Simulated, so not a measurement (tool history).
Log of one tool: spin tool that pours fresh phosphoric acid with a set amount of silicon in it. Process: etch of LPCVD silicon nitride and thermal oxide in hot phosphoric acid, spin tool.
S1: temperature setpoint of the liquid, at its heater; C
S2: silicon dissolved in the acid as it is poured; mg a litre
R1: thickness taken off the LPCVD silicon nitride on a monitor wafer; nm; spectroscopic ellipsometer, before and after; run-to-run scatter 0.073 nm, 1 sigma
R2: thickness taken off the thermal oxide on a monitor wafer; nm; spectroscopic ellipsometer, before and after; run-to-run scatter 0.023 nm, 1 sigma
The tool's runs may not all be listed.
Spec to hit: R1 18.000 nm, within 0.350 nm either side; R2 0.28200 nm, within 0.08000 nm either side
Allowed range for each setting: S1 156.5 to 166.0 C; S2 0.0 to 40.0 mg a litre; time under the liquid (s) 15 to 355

Run 1, hour 0.0: S1 161.0 C, S2 17.5 mg a litre, time under the liquid (s) 180. Result: R1 15.427 nm, R2 0.33791 nm.
Run 2, hour 1.6: S1 161.0 C, S2 11.5 mg a litre, time under the liquid (s) 180. Result: R1 15.393 nm, R2 0.41249 nm.
Run 3, hour 9.9: S1 162.0 C, S2 17.0 mg a litre, time under the liquid (s) 180. Result: R1 16.074 nm, R2 0.39814 nm.
Run 4, hour 11.1: S1 162.5 C, S2 22.5 mg a litre, time under the liquid (s) 180. Result: R1 16.374 nm, R2 0.33691 nm.
Run 5, hour 18.3: S1 162.5 C, S2 15.5 mg a litre, time under the liquid (s) 180. Result: R1 16.285 nm, R2 0.47877 nm.
Run 6, hour 24.4: S1 162.5 C, S2 6.5 mg a litre, time under the liquid (s) 180. Result: R1 16.110 nm, R2 0.42877 nm.
Run 7, hour 30.0: S1 163.0 C, S2 15.5 mg a litre, time under the liquid (s) 180. Result: R1 16.535 nm, R2 0.36322 nm.
Run 8, hour 36.1: S1 165.0 C, S2 26.5 mg a litre, time under the liquid (s) 180. Result: R1 17.592 nm, R2 0.35270 nm.
Run 9, hour 40.9: S1 165.5 C, S2 37.5 mg a litre, time under the liquid (s) 185. Result: R1 18.352 nm, R2 0.23203 nm.

Which of these 5 next moves meets every target?
Run A, hour 45.7: S1 165.5 C, S2 2.0 mg a litre, time under the liquid (s) 170. Result: R1 ?, R2 ?.
Run B, hour 45.7: S1 164.0 C, S2 40.0 mg a litre, time under the liquid (s) 200. Result: R1 ?, R2 ?.
Run C, hour 45.7: S1 165.0 C, S2 32.0 mg a litre, time under the liquid (s) 185. Result: R1 ?, R2 ?.
Run D, hour 45.7: S1 165.5 C, S2 40.0 mg a litre, time under the liquid (s) 190. Result: R1 ?, R2 ?.
Run E, hour 45.7: S1 165.5 C, S2 29.0 mg a litre, time under the liquid (s) 175. Result: R1 ?, R2 ?.

move      R1       R2
   A  16.853  0.61636
   B  18.873  0.18408
   C  18.042  0.28074
   D  18.836  0.19496
   E  17.349  0.31126
A: pushes the last run's worst result past its target
B: moves away from the targets compared with the last run
C: every result within its allowed miss
D: moves away from the targets compared with the last run
E: pushes the last run's worst result past its target
Go with C: it meets all targets.
